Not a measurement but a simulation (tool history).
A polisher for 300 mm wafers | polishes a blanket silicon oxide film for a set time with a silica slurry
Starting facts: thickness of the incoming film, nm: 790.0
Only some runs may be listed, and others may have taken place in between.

run	hour	flow of slurry (ml/min)	pressure of the wafer on the pad (psi)	speed of the pad under the wafer (cm/s)	abrasive content of the slurry	polishing time (s)	film removed (nm)
1	0.0	150	5.1	140	1.0	75	345.02
2	1.6	150	5.3	140	1.0	75	358.90
3	3.7	150	5.5	140	1.0	75	377.50
4	11.7	150	5.6	140	1.0	75	376.56
5	20.3	150	5.6	140	0.9	75	363.07
6	28.9	150	5.6	140	0.9	75	352.35
7	37.8	150	5.8	140	0.9	75	366.40
8	43.9	150	6.0	140	0.9	75	378.33
9	48.9	150	6.2	140	0.9	75	393.87
10	52.6	150	6.3	140	0.9	75	395.90
11	54.6	150	6.4	140	0.9	75	396.30
12	59.4	150	6.5	140	0.9	75	416.91

The next listed run, before its measurement:
13	60.4	150	6.6	140	0.9	75	?

Run 13 produced film removed (nm) 418.61.
